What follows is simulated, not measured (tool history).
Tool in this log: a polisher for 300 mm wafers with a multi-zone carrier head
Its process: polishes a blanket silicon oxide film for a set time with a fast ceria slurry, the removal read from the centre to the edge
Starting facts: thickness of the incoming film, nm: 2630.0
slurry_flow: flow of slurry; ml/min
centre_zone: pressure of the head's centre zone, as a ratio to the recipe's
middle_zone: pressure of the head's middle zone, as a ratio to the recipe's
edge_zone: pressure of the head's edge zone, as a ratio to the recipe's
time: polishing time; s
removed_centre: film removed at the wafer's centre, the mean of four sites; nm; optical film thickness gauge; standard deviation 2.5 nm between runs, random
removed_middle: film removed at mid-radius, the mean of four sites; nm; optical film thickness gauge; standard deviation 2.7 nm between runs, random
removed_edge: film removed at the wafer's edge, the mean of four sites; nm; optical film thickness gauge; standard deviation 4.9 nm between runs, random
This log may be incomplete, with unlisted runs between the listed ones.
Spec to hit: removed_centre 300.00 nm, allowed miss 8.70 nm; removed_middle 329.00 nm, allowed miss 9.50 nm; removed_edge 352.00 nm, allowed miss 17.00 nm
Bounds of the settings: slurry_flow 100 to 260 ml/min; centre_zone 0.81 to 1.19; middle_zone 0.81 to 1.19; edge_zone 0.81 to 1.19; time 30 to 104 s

run 1 day=0.000 | slurry_flow=165 centre_zone=1.00 middle_zone=1.00 edge_zone=1.00 time=67 | removed_centre=493.39 removed_middle=480.95 removed_edge=478.26
run 2 day=0.062 | slurry_flow=150 centre_zone=0.95 middle_zone=0.97 edge_zone=0.99 time=62 | removed_centre=418.03 removed_middle=430.09 removed_edge=443.95
run 3 day=0.412 | slurry_flow=150 centre_zone=0.99 middle_zone=0.97 edge_zone=0.99 time=62 | removed_centre=445.66 removed_middle=432.23 removed_edge=445.49
run 4 day=0.629 | slurry_flow=150 centre_zone=0.99 middle_zone=0.94 edge_zone=0.99 time=62 | removed_centre=444.60 removed_middle=421.37 removed_edge=440.33
run 5 day=0.667 | slurry_flow=150 centre_zone=0.99 middle_zone=1.01 edge_zone=0.99 time=62 | removed_centre=446.68 removed_middle=448.96 removed_edge=457.33
run 6 day=0.804 | slurry_flow=150 centre_zone=0.94 middle_zone=0.96 edge_zone=0.97 time=59 | removed_centre=404.32 removed_middle=401.94 removed_edge=430.90
run 7 day=1.150 | slurry_flow=150 centre_zone=0.93 middle_zone=0.98 edge_zone=0.98 time=54 | removed_centre=361.96 removed_middle=379.42 removed_edge=390.61
run 8 day=1.388 | slurry_flow=155 centre_zone=0.90 middle_zone=0.96 edge_zone=0.98 time=52 | removed_centre=342.24 removed_middle=363.08 removed_edge=380.95
run 9 day=1.758 | slurry_flow=110 centre_zone=0.83 middle_zone=0.91 edge_zone=0.92 time=50 | removed_centre=285.96 removed_middle=322.07 removed_edge=340.05
run 10 day=2.092 | slurry_flow=115 centre_zone=0.83 middle_zone=0.91 edge_zone=0.93 time=50 | removed_centre=287.70 removed_middle=324.28 removed_edge=348.58

5 next moves are on the table. One of them brings every result within its allowed miss. Which?
run A day=2.425 | slurry_flow=100 centre_zone=0.83 middle_zone=0.96 edge_zone=0.95 time=50 | removed_centre=? removed_middle=? removed_edge=?
run B day=2.425 | slurry_flow=110 centre_zone=0.82 middle_zone=0.98 edge_zone=0.90 time=49 | removed_centre=? removed_middle=? removed_edge=?
run C day=2.425 | slurry_flow=100 centre_zone=0.82 middle_zone=0.87 edge_zone=0.86 time=54 | removed_centre=? removed_middle=? removed_edge=?
run D day=2.425 | slurry_flow=105 centre_zone=0.89 middle_zone=0.90 edge_zone=0.87 time=52 | removed_centre=? removed_middle=? removed_edge=?
run E day=2.425 | slurry_flow=100 centre_zone=0.81 middle_zone=0.97 edge_zone=0.88 time=50 | removed_centre=? removed_middle=? removed_edge=?

move=A removed_centre=284.07 removed_middle=326.84 removed_edge=346.71
move=B removed_centre=278.70 removed_middle=329.13 removed_edge=334.00
move=C removed_centre=302.89 removed_middle=328.41 removed_edge=358.08
move=D removed_centre=319.02 removed_middle=325.97 removed_edge=347.95
move=E removed_centre=277.18 removed_middle=329.44 removed_edge=334.62
A: further off than the last run
B: further off than the last run
C: all results land within tolerance of their targets
D: moves the result that the last run missed by most past its target, out the other side
E: further off than the last run
Go with C: it meets all targets.

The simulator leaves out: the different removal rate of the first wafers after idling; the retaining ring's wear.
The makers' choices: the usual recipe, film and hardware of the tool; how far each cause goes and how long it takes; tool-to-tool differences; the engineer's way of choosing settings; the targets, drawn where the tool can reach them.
